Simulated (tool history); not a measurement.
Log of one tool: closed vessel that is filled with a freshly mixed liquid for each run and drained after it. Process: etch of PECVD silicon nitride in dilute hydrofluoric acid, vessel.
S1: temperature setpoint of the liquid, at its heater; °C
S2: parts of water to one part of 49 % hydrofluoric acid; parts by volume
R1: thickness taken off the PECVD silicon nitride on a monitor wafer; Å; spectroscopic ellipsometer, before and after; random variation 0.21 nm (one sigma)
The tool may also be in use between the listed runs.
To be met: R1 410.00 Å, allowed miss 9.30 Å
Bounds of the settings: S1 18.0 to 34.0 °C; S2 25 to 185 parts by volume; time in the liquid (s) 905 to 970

{"run": 1, "day": 0.0, "S1": 26.0, "S2": 105, "time in the liquid (s)": 905, "R1": 267.81}
{"run": 2, "day": 0.1, "S1": 27.0, "S2": 105, "time in the liquid (s)": 905, "R1": 286.09}
{"run": 3, "day": 0.158, "S1": 29.0, "S2": 105, "time in the liquid (s)": 905, "R1": 324.6}
{"run": 4, "day": 0.221, "S1": 29.5, "S2": 105, "time in the liquid (s)": 905, "R1": 335.27}
{"run": 5, "day": 0.433, "S1": 30.0, "S2": 105, "time in the liquid (s)": 905, "R1": 345.64}
{"run": 6, "day": 0.608, "S1": 30.5, "S2": 105, "time in the liquid (s)": 905, "R1": 355.73}
{"run": 7, "day": 0.662, "S1": 31.0, "S2": 105, "time in the liquid (s)": 905, "R1": 364.65}
{"run": 8, "day": 1.004, "S1": 31.5, "S2": 105, "time in the liquid (s)": 905, "R1": 381.09}
{"run": 9, "day": 1.267, "S1": 32.0, "S2": 105, "time in the liquid (s)": 905, "R1": 388.06}

Which of these 4 next moves meets every target?
{"run": "A", "day": 1.529, "S1": 31.0, "S2": 90, "time in the liquid (s)": 905, "R1": "?"}
{"run": "B", "day": 1.529, "S1": 32.5, "S2": 105, "time in the liquid (s)": 915, "R1": "?"}
{"run": "C", "day": 1.529, "S1": 32.5, "S2": 120, "time in the liquid (s)": 960, "R1": "?"}
{"run": "D", "day": 1.529, "S1": 27.5, "S2": 90, "time in the liquid (s)": 965, "R1": "?"}

move=A R1=430.26
move=B R1=408.49
move=C R1=374.14
move=D R1=367.40
A: takes the result that was furthest off past its target
B: meets every target
C: further off than the last run
D: further off than the last run
Answer: B
